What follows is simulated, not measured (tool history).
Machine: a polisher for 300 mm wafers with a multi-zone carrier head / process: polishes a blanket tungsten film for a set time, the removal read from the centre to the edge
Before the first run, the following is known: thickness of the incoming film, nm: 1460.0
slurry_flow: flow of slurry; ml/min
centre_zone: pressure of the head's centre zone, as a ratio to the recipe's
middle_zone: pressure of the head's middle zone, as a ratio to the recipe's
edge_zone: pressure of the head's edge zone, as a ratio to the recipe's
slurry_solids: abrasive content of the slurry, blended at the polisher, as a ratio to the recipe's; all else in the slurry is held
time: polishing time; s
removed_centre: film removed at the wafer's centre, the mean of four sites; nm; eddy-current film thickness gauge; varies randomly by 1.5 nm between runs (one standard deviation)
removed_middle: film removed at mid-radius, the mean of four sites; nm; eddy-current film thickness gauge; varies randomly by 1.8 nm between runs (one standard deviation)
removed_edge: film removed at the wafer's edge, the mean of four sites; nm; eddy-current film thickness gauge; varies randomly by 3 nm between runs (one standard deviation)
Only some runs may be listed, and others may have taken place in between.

{"run": 1, "hour": 0.0, "slurry_flow": 140, "centre_zone": 1, "middle_zone": 1, "edge_zone": 1, "slurry_solids": 1, "time": 57, "removed_centre": 357.39, "removed_middle": 356.28, "removed_edge": 357.25}
{"run": 2, "hour": 7.8, "slurry_flow": 140, "centre_zone": 1, "middle_zone": 1, "edge_zone": 1, "slurry_solids": 1, "time": 63, "removed_centre": 391.79, "removed_middle": 394.64, "removed_edge": 393.6}
{"run": 3, "hour": 11.9, "slurry_flow": 130, "centre_zone": 0.98, "middle_zone": 0.95, "edge_zone": 1, "slurry_solids": 0.85, "time": 57, "removed_centre": 334.49, "removed_middle": 322.83, "removed_edge": 337.3}
{"run": 4, "hour": 15.2, "slurry_flow": 130, "centre_zone": 0.98, "middle_zone": 0.95, "edge_zone": 1.08, "slurry_solids": 0.85, "time": 57, "removed_centre": 333.88, "removed_middle": 324.37, "removed_edge": 355.42}
{"run": 5, "hour": 17.6, "slurry_flow": 130, "centre_zone": 0.98, "middle_zone": 0.95, "edge_zone": 1.08, "slurry_solids": 0.95, "time": 57, "removed_centre": 338.9, "removed_middle": 327.31, "removed_edge": 360.02}
{"run": 6, "hour": 22.7, "slurry_flow": 130, "centre_zone": 0.98, "middle_zone": 0.95, "edge_zone": 1.08, "slurry_solids": 0.8, "time": 57, "removed_centre": 328.74, "removed_middle": 322.38, "removed_edge": 347.04}
{"run": 7, "hour": 31.0, "slurry_flow": 120, "centre_zone": 0.96, "middle_zone": 0.91, "edge_zone": 1.07, "slurry_solids": 0.7, "time": 52, "removed_centre": 284.49, "removed_middle": 271.16, "removed_edge": 307.74}
{"run": 8, "hour": 36.0, "slurry_flow": 115, "centre_zone": 0.95, "middle_zone": 0.89, "edge_zone": 1.04, "slurry_solids": 0.65, "time": 49, "removed_centre": 259.5, "removed_middle": 241.69, "removed_edge": 281.26}
{"run": 9, "hour": 40.2, "slurry_flow": 95, "centre_zone": 0.87, "middle_zone": 0.81, "edge_zone": 0.94, "slurry_solids": 0.5, "time": 45, "removed_centre": 193.59, "removed_middle": 191.21, "removed_edge": 221.55}

For run 10, what comes out?
{"run": 10, "hour": 42.6, "slurry_flow": 100, "centre_zone": 0.89, "middle_zone": 0.81, "edge_zone": 0.95, "slurry_solids": 0.5, "time": 44, "removed_centre": "?", "removed_middle": "?", "removed_edge": "?"}

{"run 10": {"removed_centre": 198.68, "removed_middle": 188.3, "removed_edge": 226.61}}

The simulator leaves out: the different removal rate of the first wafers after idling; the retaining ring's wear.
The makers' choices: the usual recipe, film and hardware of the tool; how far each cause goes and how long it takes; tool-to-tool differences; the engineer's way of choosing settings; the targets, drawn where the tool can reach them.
